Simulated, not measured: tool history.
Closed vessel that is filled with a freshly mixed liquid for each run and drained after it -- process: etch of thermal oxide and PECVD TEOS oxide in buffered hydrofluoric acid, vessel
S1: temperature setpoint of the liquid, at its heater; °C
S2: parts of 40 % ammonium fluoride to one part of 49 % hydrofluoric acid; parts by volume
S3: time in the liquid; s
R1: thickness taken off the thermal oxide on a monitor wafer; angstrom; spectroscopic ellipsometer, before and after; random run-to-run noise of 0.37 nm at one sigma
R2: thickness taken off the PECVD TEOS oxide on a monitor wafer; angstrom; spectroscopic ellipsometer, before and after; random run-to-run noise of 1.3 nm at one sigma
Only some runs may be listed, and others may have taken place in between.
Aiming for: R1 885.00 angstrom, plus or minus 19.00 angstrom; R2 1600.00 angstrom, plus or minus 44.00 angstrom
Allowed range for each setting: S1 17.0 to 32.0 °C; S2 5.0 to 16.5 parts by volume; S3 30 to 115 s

Run 1, hour 0.0: S1 24.0 °C, S2 10.0 parts by volume, S3 60 s. Result: R1 608.77 angstrom, R2 1107.90 angstrom.
Run 2, hour 8.4: S1 26.0 °C, S2 10.0 parts by volume, S3 60 s. Result: R1 679.50 angstrom, R2 1226.10 angstrom.
Run 3, hour 17.2: S1 23.0 °C, S2 10.0 parts by volume, S3 60 s. Result: R1 573.41 angstrom, R2 1034.40 angstrom.
Run 4, hour 19.3: S1 20.5 °C, S2 10.0 parts by volume, S3 60 s. Result: R1 500.91 angstrom, R2 912.01 angstrom.
Run 5, hour 21.4: S1 23.5 °C, S2 10.0 parts by volume, S3 60 s. Result: R1 589.52 angstrom, R2 1073.50 angstrom.
Run 6, hour 28.1: S1 23.5 °C, S2 10.0 parts by volume, S3 80 s. Result: R1 784.28 angstrom, R2 1433.50 angstrom.
Run 7, hour 35.7: S1 23.5 °C, S2 10.0 parts by volume, S3 80 s. Result: R1 788.66 angstrom, R2 1431.80 angstrom.
Run 8, hour 38.5: S1 24.0 °C, S2 10.0 parts by volume, S3 80 s. Result: R1 808.90 angstrom, R2 1476.80 angstrom.
Run 9, hour 47.3: S1 24.5 °C, S2 10.0 parts by volume, S3 80 s. Result: R1 833.66 angstrom, R2 1508.40 angstrom.
Run 10, hour 50.9: S1 25.0 °C, S2 10.0 parts by volume, S3 80 s. Result: R1 857.80 angstrom, R2 1567.80 angstrom.

Which of these 5 next moves meets every target?
Run A, hour 54.5: S1 27.0 °C, S2 5.5 parts by volume, S3 40 s. Result: R1 ?, R2 ?.
Run B, hour 54.5: S1 26.0 °C, S2 8.0 parts by volume, S3 65 s. Result: R1 ?, R2 ?.
Run C, hour 54.5: S1 25.5 °C, S2 12.0 parts by volume, S3 90 s. Result: R1 ?, R2 ?.
Run D, hour 54.5: S1 23.5 °C, S2 9.0 parts by volume, S3 80 s. Result: R1 ?, R2 ?.
Run E, hour 54.5: S1 23.0 °C, S2 6.0 parts by volume, S3 55 s. Result: R1 ?, R2 ?.

move      R1       R2
   A  827.48  1475.40
   B  896.51  1598.50
   C  833.01  1485.30
   D  846.99  1510.20
   E  849.91  1515.40
A: its largest miss is bigger than the last run's
B: all results in spec
C: its largest miss is bigger than the last run's
D: its largest miss is bigger than the last run's
E: its largest miss is bigger than the last run's
The move that meets every target is B.

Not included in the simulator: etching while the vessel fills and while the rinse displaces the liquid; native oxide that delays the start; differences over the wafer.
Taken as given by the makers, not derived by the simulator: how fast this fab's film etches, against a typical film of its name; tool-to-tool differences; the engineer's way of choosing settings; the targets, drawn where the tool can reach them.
